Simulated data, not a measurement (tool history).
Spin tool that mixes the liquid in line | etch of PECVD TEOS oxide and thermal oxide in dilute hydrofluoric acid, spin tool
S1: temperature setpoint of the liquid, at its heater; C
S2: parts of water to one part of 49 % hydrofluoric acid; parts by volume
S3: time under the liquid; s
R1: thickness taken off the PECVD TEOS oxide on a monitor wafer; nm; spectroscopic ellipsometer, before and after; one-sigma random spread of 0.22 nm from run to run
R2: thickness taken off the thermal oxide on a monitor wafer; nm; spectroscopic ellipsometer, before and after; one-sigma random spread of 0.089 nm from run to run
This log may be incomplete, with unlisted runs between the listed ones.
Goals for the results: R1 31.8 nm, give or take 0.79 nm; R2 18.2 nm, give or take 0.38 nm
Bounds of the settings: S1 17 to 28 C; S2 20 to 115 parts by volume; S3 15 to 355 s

run  hour    S1  S2   S3      R1      R2
  1     0    20  65  180  20.045  11.451
  2   6.2  22.5  65  180  22.262  12.594
  3  10.6    24  60  180  25.839  14.802
  4  17.8    24  70  180  21.818  12.354
  5  22.1    24  70  105  12.776  7.2594
  6  27.2  25.5  70  105  13.531  7.6116
  7  36.3  27.5  45  105  23.661  13.404
  8  41.8  27.5  45  105  23.612   13.59
  9  47.5  27.5  45  105  23.906  13.352
 10  48.9  27.5  45  105  23.689  13.468
 11  55.7  27.5  40  105  26.388  15.327
 12  63.9    28  30  110  38.895  22.025
 13  70.5  25.5  30  110  34.902  19.986
 14    77    24  30  110  33.272  18.638

Which of these 4 next moves meets every target?
  A  83.5    28  70  235   ?   ?
  B  83.5    28  70  210   ?   ?
  C  83.5  26.5  45  140   ?   ?
  D  83.5    28  45  140   ?   ?

move      R1      R2
   A  33.313  19.067
   B  29.769  17.039
   C  30.201  17.286
   D  32.078   18.36
A: further off than the last run
B: pushes the last run's worst result past its target
C: pushes the last run's worst result past its target
D: in spec on every target
So the answer is move D, the one that meets all the targets.
